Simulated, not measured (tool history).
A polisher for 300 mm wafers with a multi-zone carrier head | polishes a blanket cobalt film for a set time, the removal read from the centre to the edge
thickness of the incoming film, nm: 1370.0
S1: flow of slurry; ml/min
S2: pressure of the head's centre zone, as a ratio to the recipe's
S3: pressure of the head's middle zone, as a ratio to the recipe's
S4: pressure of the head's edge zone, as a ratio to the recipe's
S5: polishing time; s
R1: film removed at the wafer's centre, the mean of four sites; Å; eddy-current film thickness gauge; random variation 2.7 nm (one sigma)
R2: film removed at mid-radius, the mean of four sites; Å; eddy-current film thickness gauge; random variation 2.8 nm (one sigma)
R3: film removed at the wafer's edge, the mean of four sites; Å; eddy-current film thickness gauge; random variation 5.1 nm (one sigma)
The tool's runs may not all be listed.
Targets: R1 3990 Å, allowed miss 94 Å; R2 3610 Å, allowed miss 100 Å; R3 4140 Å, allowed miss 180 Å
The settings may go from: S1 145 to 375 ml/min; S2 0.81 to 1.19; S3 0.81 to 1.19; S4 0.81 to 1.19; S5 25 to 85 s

{"run": 1, "day": 0.0, "S1": 240, "S2": 1, "S3": 1, "S4": 1, "S5": 55, "R1": 2903.9, "R2": 2923.5, "R3": 2850.6}
{"run": 2, "day": 0.038, "S1": 290, "S2": 1, "S3": 1, "S4": 1, "S5": 55, "R1": 2926.4, "R2": 2947.3, "R3": 2951}
{"run": 3, "day": 0.225, "S1": 290, "S2": 1, "S3": 1, "S4": 1, "S5": 68, "R1": 3675.4, "R2": 3710.1, "R3": 3655.4}
{"run": 4, "day": 0.317, "S1": 290, "S2": 1, "S3": 1, "S4": 0.95, "S5": 68, "R1": 3709.6, "R2": 3707.2, "R3": 3510.1}
{"run": 5, "day": 0.579, "S1": 345, "S2": 1, "S3": 1, "S4": 0.95, "S5": 68, "R1": 3739.1, "R2": 3727.3, "R3": 3478.5}
{"run": 6, "day": 0.608, "S1": 345, "S2": 0.97, "S3": 1, "S4": 0.95, "S5": 68, "R1": 3617.5, "R2": 3718.7, "R3": 3569.3}
{"run": 7, "day": 0.808, "S1": 345, "S2": 0.98, "S3": 0.99, "S4": 0.97, "S5": 68, "R1": 3702.4, "R2": 3755.3, "R3": 3562.3}
{"run": 8, "day": 0.954, "S1": 335, "S2": 0.98, "S3": 0.97, "S4": 1, "S5": 68, "R1": 3634.8, "R2": 3614, "R3": 3634.4}
{"run": 9, "day": 1.229, "S1": 335, "S2": 0.99, "S3": 0.97, "S4": 1.02, "S5": 68, "R1": 3647.8, "R2": 3678, "R3": 3642.6}
{"run": 10, "day": 1.454, "S1": 330, "S2": 1, "S3": 0.95, "S4": 1.04, "S5": 69, "R1": 3774.6, "R2": 3588.2, "R3": 3818.2}
{"run": 11, "day": 1.621, "S1": 330, "S2": 1.01, "S3": 0.95, "S4": 1.05, "S5": 69, "R1": 3810.4, "R2": 3636.3, "R3": 3770.7}
{"run": 12, "day": 1.871, "S1": 325, "S2": 1.01, "S3": 0.94, "S4": 1.06, "S5": 69, "R1": 3858.3, "R2": 3611.2, "R3": 3826}

Which of these 5 next moves meets every target?
{"run": "A", "day": 2.121, "S1": 325, "S2": 0.95, "S3": 0.96, "S4": 1.09, "S5": 69, "R1": "?", "R2": "?", "R3": "?"}
{"run": "B", "day": 2.121, "S1": 310, "S2": 0.98, "S3": 0.86, "S4": 1.08, "S5": 75, "R1": "?", "R2": "?", "R3": "?"}
{"run": "C", "day": 2.121, "S1": 365, "S2": 0.98, "S3": 0.91, "S4": 0.98, "S5": 69, "R1": "?", "R2": "?", "R3": "?"}
{"run": "D", "day": 2.121, "S1": 340, "S2": 1.1, "S3": 0.96, "S4": 1.08, "S5": 68, "R1": "?", "R2": "?", "R3": "?"}
{"run": "E", "day": 2.121, "S1": 285, "S2": 1.1, "S3": 1.02, "S4": 1.04, "S5": 67, "R1": "?", "R2": "?", "R3": "?"}

move=A R1=3629.2 R2=3692 R3=3829.2
move=B R1=4025 R2=3645.3 R3=4138.5
move=C R1=3765.2 R2=3566.8 R3=3711.8
move=D R1=4063.6 R2=3651.1 R3=3772.3
move=E R1=3929.2 R2=3720.9 R3=3612.7
A: further off than the last run
B: meets every target
C: further off than the last run
D: further off than the last run
E: further off than the last run
Move B is the one to make.
